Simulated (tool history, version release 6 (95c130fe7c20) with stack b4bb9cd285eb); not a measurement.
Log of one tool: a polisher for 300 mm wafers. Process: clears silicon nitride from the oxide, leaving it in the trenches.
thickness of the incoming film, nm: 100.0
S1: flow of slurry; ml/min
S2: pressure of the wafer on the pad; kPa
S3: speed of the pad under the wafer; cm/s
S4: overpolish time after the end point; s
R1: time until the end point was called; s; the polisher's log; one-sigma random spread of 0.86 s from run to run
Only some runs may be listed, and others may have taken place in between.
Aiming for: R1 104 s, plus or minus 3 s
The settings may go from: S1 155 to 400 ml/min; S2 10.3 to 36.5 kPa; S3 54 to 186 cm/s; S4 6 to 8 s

Run 1, day 0: S1 255 ml/min, S2 23.4 kPa, S3 118 cm/s, S4 8 s. Result: R1 61.269 s.
Run 2, day 0.133: S1 255 ml/min, S2 23.4 kPa, S3 134 cm/s, S4 8 s. Result: R1 54.014 s.
Run 3, day 0.271: S1 305 ml/min, S2 23.4 kPa, S3 134 cm/s, S4 8 s. Result: R1 54.224 s.
Run 4, day 0.567: S1 305 ml/min, S2 23.4 kPa, S3 134 cm/s, S4 6 s. Result: R1 53.101 s.
Run 5, day 0.788: S1 305 ml/min, S2 23.4 kPa, S3 122 cm/s, S4 6 s. Result: R1 58.052 s.
Run 6, day 1.042: S1 305 ml/min, S2 27.6 kPa, S3 122 cm/s, S4 6 s. Result: R1 50.823 s.
Run 7, day 1.312: S1 290 ml/min, S2 20.7 kPa, S3 104 cm/s, S4 6 s. Result: R1 77.834 s.
Run 8, day 1.658: S1 290 ml/min, S2 19.3 kPa, S3 104 cm/s, S4 6 s. Result: R1 82.605 s.
Run 9, day 1.683: S1 290 ml/min, S2 17.9 kPa, S3 104 cm/s, S4 6 s. Result: R1 90.372 s.
Run 10, day 1.946: S1 290 ml/min, S2 17.2 kPa, S3 104 cm/s, S4 6 s. Result: R1 93.137 s.
Run 11, day 2.162: S1 290 ml/min, S2 16.5 kPa, S3 104 cm/s, S4 6 s. Result: R1 94.77 s.
Run 12, day 2.421: S1 290 ml/min, S2 15.9 kPa, S3 104 cm/s, S4 6 s. Result: R1 98.523 s.

Next run, 5 choices. One meets every target within its allowed miss, the rest don't. Which?
Run A, day 2.679: S1 320 ml/min, S2 17.9 kPa, S3 98 cm/s, S4 7 s. Result: R1 ?.
Run B, day 2.679: S1 275 ml/min, S2 16.5 kPa, S3 90 cm/s, S4 6 s. Result: R1 ?.
Run C, day 2.679: S1 260 ml/min, S2 15.9 kPa, S3 120 cm/s, S4 7 s. Result: R1 ?.
Run D, day 2.679: S1 330 ml/min, S2 15.2 kPa, S3 108 cm/s, S4 8 s. Result: R1 ?.
Run E, day 2.679: S1 400 ml/min, S2 17.9 kPa, S3 84 cm/s, S4 6 s. Result: R1 ?.

move      R1
   A  92.237
   B  109.33
   C  87.701
   D  98.636
   E  104.44
A: lands further from the targets than the last run did
B: pushes the last run's worst result past its target
C: lands further from the targets than the last run did
D: neither nearer nor further off than the last run
E: each result inside its tolerance
Correct choice: E, which meets every target

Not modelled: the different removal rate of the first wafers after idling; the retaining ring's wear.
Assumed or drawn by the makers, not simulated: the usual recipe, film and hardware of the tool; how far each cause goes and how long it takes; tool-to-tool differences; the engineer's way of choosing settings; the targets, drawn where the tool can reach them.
